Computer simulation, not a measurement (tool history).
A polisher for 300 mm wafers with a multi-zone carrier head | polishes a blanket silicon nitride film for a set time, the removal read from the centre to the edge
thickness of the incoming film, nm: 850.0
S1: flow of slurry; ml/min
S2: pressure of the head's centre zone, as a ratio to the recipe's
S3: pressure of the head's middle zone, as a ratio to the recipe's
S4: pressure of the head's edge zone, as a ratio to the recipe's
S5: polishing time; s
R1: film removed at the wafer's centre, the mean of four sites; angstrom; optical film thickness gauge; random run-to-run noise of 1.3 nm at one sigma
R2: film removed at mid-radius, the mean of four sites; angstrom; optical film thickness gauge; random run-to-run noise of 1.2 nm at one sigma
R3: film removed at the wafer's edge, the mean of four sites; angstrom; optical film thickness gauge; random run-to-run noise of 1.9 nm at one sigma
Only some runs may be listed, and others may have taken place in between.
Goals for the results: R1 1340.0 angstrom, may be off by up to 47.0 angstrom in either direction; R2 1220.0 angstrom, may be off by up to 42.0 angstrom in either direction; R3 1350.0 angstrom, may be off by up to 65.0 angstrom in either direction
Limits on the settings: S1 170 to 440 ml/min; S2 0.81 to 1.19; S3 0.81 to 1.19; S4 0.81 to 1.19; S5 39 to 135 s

run  hour   S1    S2    S3    S4  S5      R1      R2      R3
  1   0.0  280  1.00  1.00  1.00  87  1788.0  1793.7  1739.6
  2   0.7  275  0.99  0.97  0.99  83  1660.1  1652.0  1700.0
  3   6.7  280  1.00  0.96  0.98  79  1641.6  1575.7  1673.4
  4   9.0  280  1.06  0.96  0.98  79  1711.4  1554.7  1577.8
  5  11.2  275  1.05  0.95  0.98  76  1651.9  1506.8  1558.1
  6  15.7  270  1.05  0.94  0.98  73  1602.2  1420.6  1488.8
  7  24.2  260  1.04  0.94  0.98  71  1502.7  1373.6  1494.2
  8  25.9  260  1.04  0.94  0.98  71  1486.0  1361.0  1458.0

5 candidate next runs follow, results not yet known. Just one meets every target within its allowed miss. Identify it.
  A  27.6  210  1.02  1.19  1.07  68   ?   ?   ?
  B  27.6  175  1.00  0.90  0.94  71   ?   ?   ?
  C  27.6  265  1.19  0.92  1.00  61   ?   ?   ?
  D  27.6  215  0.93  0.92  0.98  67   ?   ?   ?
  E  27.6  315  1.03  0.82  1.08  77   ?   ?   ?

move      R1      R2      R3
   A  1391.2  1529.1  1409.0
   B  1369.1  1218.8  1353.7
   C  1508.8  1138.2  1257.7
   D  1251.8  1216.0  1338.5
   E  1680.9  1332.9  1675.3
A: moves away from the targets compared with the last run
B: every result within its allowed miss
C: the result that was furthest off in the last run now lies on the other side of its target
D: the worst result of the last run now meets its target, but another is out of spec
E: moves away from the targets compared with the last run
B is the move that brings every result within its allowed miss.
